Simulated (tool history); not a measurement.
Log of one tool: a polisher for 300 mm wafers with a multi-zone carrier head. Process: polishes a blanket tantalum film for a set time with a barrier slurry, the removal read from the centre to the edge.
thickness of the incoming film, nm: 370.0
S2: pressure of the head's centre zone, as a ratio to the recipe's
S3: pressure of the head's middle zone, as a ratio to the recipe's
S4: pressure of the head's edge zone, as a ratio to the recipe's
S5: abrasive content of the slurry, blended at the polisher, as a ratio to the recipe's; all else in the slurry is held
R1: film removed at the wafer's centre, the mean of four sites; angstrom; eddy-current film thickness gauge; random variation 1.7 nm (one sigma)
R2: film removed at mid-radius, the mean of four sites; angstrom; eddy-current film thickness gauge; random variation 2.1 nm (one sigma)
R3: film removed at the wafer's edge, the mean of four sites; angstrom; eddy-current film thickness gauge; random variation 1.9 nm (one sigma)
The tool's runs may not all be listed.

run 1 hour=0.0 | flow_of_slurry_(ml/min)=180 S2=1.00 S3=1.00 S4=1.00 S5=1.00 polishing_time_(s)=52 | R1=1084.50 R2=1159.30 R3=1148.90
run 2 hour=8.8 | flow_of_slurry_(ml/min)=180 S2=1.06 S3=1.00 S4=1.00 S5=1.00 polishing_time_(s)=52 | R1=1179.60 R2=1133.40 R3=1133.30
run 3 hour=12.6 | flow_of_slurry_(ml/min)=180 S2=1.06 S3=1.00 S4=0.95 S5=1.00 polishing_time_(s)=52 | R1=1159.00 R2=1120.30 R3=1093.90
run 4 hour=18.5 | flow_of_slurry_(ml/min)=180 S2=1.06 S3=1.00 S4=0.95 S5=1.00 polishing_time_(s)=44 | R1=975.84 R2=954.25 R3=951.68
run 5 hour=19.3 | flow_of_slurry_(ml/min)=180 S2=1.06 S3=0.92 S4=0.95 S5=1.00 polishing_time_(s)=44 | R1=995.16 R2=910.18 R3=944.44
run 6 hour=25.7 | flow_of_slurry_(ml/min)=195 S2=1.05 S3=0.98 S4=0.96 S5=1.10 polishing_time_(s)=47 | R1=1064.00 R2=1068.40 R3=1024.30
run 7 hour=27.7 | flow_of_slurry_(ml/min)=195 S2=1.04 S3=1.00 S4=0.99 S5=1.20 polishing_time_(s)=50 | R1=1130.70 R2=1148.80 R3=1141.20
run 8 hour=30.9 | flow_of_slurry_(ml/min)=210 S2=1.04 S3=1.03 S4=1.00 S5=1.25 polishing_time_(s)=52 | R1=1216.10 R2=1260.80 R3=1222.30

Run 9 comes next. What will it give?
run 9 hour=33.5 | flow_of_slurry_(ml/min)=220 S2=1.04 S3=1.06 S4=1.00 S5=1.30 polishing_time_(s)=54 | R1=? R2=? R3=?

R1: 1288.40 angstrom
R2: 1346.90 angstrom
R3: 1282.30 angstrom
